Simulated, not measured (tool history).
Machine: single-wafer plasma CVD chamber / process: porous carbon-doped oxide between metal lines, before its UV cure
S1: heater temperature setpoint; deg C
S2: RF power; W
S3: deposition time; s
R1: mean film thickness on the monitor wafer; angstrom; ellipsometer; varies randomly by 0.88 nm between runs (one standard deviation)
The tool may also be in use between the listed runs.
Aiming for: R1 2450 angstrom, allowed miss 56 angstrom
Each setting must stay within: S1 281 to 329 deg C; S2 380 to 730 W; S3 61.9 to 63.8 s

run  hour   S1   S2    S3      R1
  1     0  305  555  61.9  3375.7
  2   4.1  305  500  61.9  3144.5
  3   8.8  305  500  61.9  3101.5
  4  10.4  311  475  61.9  2892.9
  5  15.4  316  460  61.9  2768.2
  6  19.3  319  445  61.9  2640.6
  7  28.2  321  440  61.9  2593.5
     32.6  -- thermocouple changed; heater temperature recalibrated
  8  32.6  323  435  61.9  2601.3
  9  35.2  324  425  61.9  2516.1
 10  39.3  325  425  61.9  2510.7

Pick the move, out of 4, that brings all results within their allowed miss; only one does.
  A  43.4  329  425  61.9   ?
  B  43.4  329  445  62.3   ?
  C  43.4  325  435  63.8   ?
  D  43.4  329  445  62.1   ?

move      R1
   A  2465.5
   B  2590.8
   C  2641.5
   D  2582.6
A: all results in spec
B: lands further from the targets than the last run did
C: lands further from the targets than the last run did
D: lands further from the targets than the last run did
Move A is the one to make.
